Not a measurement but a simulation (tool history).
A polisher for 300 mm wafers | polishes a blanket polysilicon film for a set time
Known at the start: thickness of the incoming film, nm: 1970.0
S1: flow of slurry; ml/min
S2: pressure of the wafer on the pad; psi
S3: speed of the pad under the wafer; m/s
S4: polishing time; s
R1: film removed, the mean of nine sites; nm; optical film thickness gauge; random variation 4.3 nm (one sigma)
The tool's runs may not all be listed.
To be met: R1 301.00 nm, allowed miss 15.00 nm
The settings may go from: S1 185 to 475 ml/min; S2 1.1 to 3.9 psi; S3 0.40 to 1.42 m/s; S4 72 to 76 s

| run | hour | S1 | S2 | S3 | S4 | R1 |
|---|---|---|---|---|---|---|
| 1 | 0.0 | 305 | 2.5 | 0.90 | 72 | 442.51 |
| 2 | 7.7 | 305 | 2.5 | 0.90 | 76 | 461.06 |
| 3 | 11.0 | 305 | 2.5 | 0.90 | 72 | 437.40 |
| 4 | 17.7 | 305 | 2.0 | 0.90 | 72 | 352.60 |
| 5 | 19.9 | 305 | 2.0 | 1.12 | 72 | 448.81 |
| 6 | 25.7 | 305 | 2.0 | 1.12 | 72 | 435.80 |
| 7 | 29.7 | 305 | 1.8 | 1.12 | 72 | 394.32 |
| 8 | 30.6 | 305 | 1.7 | 1.12 | 72 | 378.43 |
| 9 | 33.1 | 305 | 1.6 | 1.12 | 72 | 365.09 |
| 10 | 36.5 | 305 | 1.5 | 1.12 | 72 | 344.28 |
| 11 | 43.8 | 305 | 1.4 | 1.12 | 72 | 327.75 |

Which of these 4 next moves meets every target?
| A | 51.1 | 290 | 1.3 | 1.30 | 75 | ? |
| B | 51.1 | 295 | 1.4 | 1.02 | 74 | ? |
| C | 51.1 | 345 | 1.5 | 1.28 | 72 | ? |
| D | 51.1 | 305 | 1.4 | 1.14 | 73 | ? |

| move | R1 |
|---|---|
| A | 367.77 |
| B | 305.81 |
| C | 399.68 |
| D | 337.22 |
A: further off than the last run
B: meets every target
C: further off than the last run
D: further off than the last run
Move B is the one to make.
